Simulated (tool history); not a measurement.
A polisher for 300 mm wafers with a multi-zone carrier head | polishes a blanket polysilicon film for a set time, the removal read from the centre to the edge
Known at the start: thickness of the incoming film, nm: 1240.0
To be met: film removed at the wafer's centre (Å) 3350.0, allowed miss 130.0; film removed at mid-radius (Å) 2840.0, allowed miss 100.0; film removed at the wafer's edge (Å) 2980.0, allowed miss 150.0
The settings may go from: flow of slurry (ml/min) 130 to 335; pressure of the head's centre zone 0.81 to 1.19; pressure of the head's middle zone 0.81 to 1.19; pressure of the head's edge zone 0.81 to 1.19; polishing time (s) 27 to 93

run  hour  flow of slurry (ml/min)  pressure of the head's centre zone  pressure of the head's middle zone  pressure of the head's edge zone  polishing time (s)  film removed at the wafer's centre (Å)  film removed at mid-radius (Å)  film removed at the wafer's edge (Å)
  1   0.0                      215                                1.00                                1.00                              1.00                  59                                  3937.1                          3951.9                                4107.7
  2   8.3                      215                                0.96                                1.00                              1.00                  59                                  3774.0                          3997.1                                4023.4
  3   8.8                      215                                0.98                                0.99                              0.97                  57                                  3783.2                          3829.8                                3945.1
  4  15.8                      220                                1.00                                0.99                              0.95                  54                                  3592.4                          3594.9                                3723.6
  5  20.7                      220                                1.00                                0.99                              0.95                  44                                  2975.1                          2888.6                                2950.9
  6  25.2                      245                                1.00                                0.99                              0.95                  44                                  2940.8                          3023.5                                3017.1
  7  32.5                      235                                1.02                                0.99                              0.94                  44                                  3040.0                          2960.2                                3030.2
  8  35.7                      230                                1.04                                0.99                              0.93                  44                                  3058.1                          2962.7                                2971.8
  9  39.1                      225                                1.05                                0.98                              0.93                  44                                  3062.8                          2965.7                                2936.4

4 next moves are on the table. One of them brings every result within its allowed miss. Which?
  A  42.5                      225                                1.04                                1.05                              0.89                  43                                       ?                               ?                                     ?
  B  42.5                      215                                1.15                                1.10                              0.87                  46                                       ?                               ?                                     ?
  C  42.5                      165                                1.15                                0.88                              0.89                  47                                       ?                               ?                                     ?
  D  42.5                      155                                1.19                                0.91                              0.96                  44                                       ?                               ?                                     ?

move  film removed at the wafer's centre (Å)  film removed at mid-radius (Å)  film removed at the wafer's edge (Å)
   A                                  2957.4                          3017.2                                2798.5
   B                                  3453.1                          3293.2                                2946.1
   C                                  3351.7                          2839.0                                2949.5
   D                                  3194.7                          2670.7                                2837.5
A: further off than the last run
B: brings the result that was furthest off to its target, and leaves another outside
C: meets every target
D: nearer than the last run, and not there yet
The right move is C.

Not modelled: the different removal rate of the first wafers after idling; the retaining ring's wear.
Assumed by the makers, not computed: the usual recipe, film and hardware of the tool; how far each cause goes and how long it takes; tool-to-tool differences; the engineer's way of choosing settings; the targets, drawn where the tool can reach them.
